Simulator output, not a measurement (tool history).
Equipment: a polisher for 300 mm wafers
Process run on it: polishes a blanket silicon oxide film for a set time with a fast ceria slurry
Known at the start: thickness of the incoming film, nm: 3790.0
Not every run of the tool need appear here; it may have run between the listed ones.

run,day,flow of slurry (ml/min),pressure of the wafer on the pad (psi),speed of the pad under the wafer (m/s),polishing time (s),film removed (nm)
1,0.000,245,2.8,0.90,35,610.92
2,0.104,245,2.6,0.84,35,529.93
3,0.188,185,2.6,0.84,35,511.46
4,0.458,185,2.1,0.84,35,417.18
5,0.788,185,2.5,0.84,35,488.07
6,0.858,185,2.2,0.84,35,437.84
7,1.033,185,2.2,0.84,35,432.24
8,1.283,185,2.1,0.80,35,393.49
9,1.588,185,2.0,0.78,35,368.67

Run 10, settings as shown, results not yet in. Your forecast:
10,1.729,185,1.9,0.76,35,?

For run 10 the tool returned film removed (nm) 349.24.
